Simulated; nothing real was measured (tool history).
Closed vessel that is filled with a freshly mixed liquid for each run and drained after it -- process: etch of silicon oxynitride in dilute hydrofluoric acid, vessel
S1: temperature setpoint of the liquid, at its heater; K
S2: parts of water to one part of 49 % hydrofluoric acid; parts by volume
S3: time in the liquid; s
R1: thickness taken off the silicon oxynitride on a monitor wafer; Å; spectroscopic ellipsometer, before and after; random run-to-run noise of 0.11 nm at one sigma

run  hour      S1   S2   S3      R1
  1     0  296.15  130  750  115.19
  2   8.5  296.15  130  750  116.03
  3  15.7  296.15  130  800  122.97
  4  18.2  298.65  130  800  138.58
  5  26.8  298.65  130  750   130.2
  6  34.5  300.15  125  750  144.68
  7  36.4  301.15  125  750  152.98
  8  43.9  302.15  125  750  160.02

Expected results for the next run?
  9  50.2  302.65  125  750   ?

R1: 162.86 Å
